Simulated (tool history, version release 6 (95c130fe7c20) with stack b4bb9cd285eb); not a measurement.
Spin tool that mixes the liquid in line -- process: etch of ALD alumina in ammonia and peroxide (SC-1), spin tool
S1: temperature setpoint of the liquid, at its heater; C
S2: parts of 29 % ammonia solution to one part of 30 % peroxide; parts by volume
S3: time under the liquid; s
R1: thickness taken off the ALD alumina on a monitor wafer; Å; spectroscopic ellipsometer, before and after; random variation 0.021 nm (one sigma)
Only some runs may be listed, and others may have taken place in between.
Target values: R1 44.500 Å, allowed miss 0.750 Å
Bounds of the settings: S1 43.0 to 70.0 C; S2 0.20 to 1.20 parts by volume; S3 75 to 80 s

run,hour,S1,S2,S3,R1
1,0.0,59.0,0.70,75,72.575
2,8.2,59.0,0.55,75,71.575
3,9.2,63.5,0.55,75,89.347
4,16.5,68.5,0.55,75,114.000
5,17.6,70.0,0.55,75,122.750
6,18.4,67.0,0.55,75,106.650
7,19.0,67.0,0.55,75,106.900
8,27.2,64.5,0.55,75,94.692
9,31.9,62.0,0.55,75,83.277
10,38.5,54.0,0.55,75,54.529
11,46.3,53.5,0.55,75,53.294
12,53.8,49.5,0.55,75,42.479

Which one of the following 4 next-run settings gets every result inside its allowed miss? There is exactly one.
A,61.3,49.5,0.25,80,?
B,61.3,51.0,0.25,80,?
C,61.3,50.0,0.30,80,?
D,61.3,50.0,0.95,75,?

move,R1
A,42.461
B,46.143
C,44.423
D,46.466
A: about as far from the targets as the last run
B: takes the biggest miss from the last run beyond its target
C: each result inside its tolerance
D: takes the biggest miss from the last run beyond its target
The move that meets every target is C.
